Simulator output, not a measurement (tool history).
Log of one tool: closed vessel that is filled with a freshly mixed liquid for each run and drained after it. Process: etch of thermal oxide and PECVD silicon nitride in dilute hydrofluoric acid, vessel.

run,hour,temperature setpoint of the liquid (K),parts of water to one part of 49 % hydrofluoric acid (parts by volume),time in the liquid (s),thickness taken off the thermal oxide on a monitor wafer (angstrom),thickness taken off the PECVD silicon nitride on a monitor wafer (angstrom)
1,0,299.15,95,560,306.15,335.69
2,5.7,302.15,95,560,351.13,411.25
3,7,302.15,80,560,426.54,481.58
4,13.9,302.15,110,560,296.21,352.23
5,17.7,299.15,110,560,266.58,289.53
6,26.4,300.65,110,560,276.87,319.21
7,33.3,304.65,70,830,807.23,961.51
8,37.4,305.15,60,830,969.09,1154.2
9,43.3,305.65,25,815,2441.5,2773.3
10,52.2,305.65,30,825,2080.5,2356.3
11,53.8,305.65,35,835,1758.8,2049.1
12,55.2,303.65,50,870,1162.9,1329.2
13,60.6,304.15,50,850,1173.3,1340.8
14,64.5,304.65,50,830,1155.1,1337.8
15,69,305.15,50,800,1135.9,1331.3
16,77.3,305.15,50,800,1134.9,1346.9

The next listed run, before its measurement:
17,82.4,304.65,45,795,?,?

thickness taken off the thermal oxide on a monitor wafer (angstrom): 1255.2
thickness taken off the PECVD silicon nitride on a monitor wafer (angstrom): 1433
